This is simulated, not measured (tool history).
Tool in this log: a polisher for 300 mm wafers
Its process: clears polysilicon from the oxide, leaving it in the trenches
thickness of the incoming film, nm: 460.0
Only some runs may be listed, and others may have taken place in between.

run	hour	flow of slurry (ml/min)	pressure of the wafer on the pad (kPa)	speed of the pad under the wafer (cm/s)	overpolish time after the end point (s)	time until the end point was called (s)	dishing of a wide line in a test structure (nm)
1	0	195	21.4	92	9	35.943	41.605
2	8.1	195	15.9	92	9	43.756	39.062
3	15.6	195	17.9	94	8	39.131	38.885
4	23.7	195	17.9	108	8	35.189	40.397
5	32.4	195	19.3	110	8	33.923	41.385
6	39.9	195	14.5	110	8	40.27	38.879
7	43	195	15.9	112	8	36.828	38.699
8	47.2	195	17.2	114	8	35.422	40.342
9	49.5	195	18.6	116	7	32.613	39.731

Run 10 has not been measured yet. What should we expect?
10	51.6	195	20	118	7	?	?

time until the end point was called (s): 30.46
dishing of a wide line in a test structure (nm): 40.867
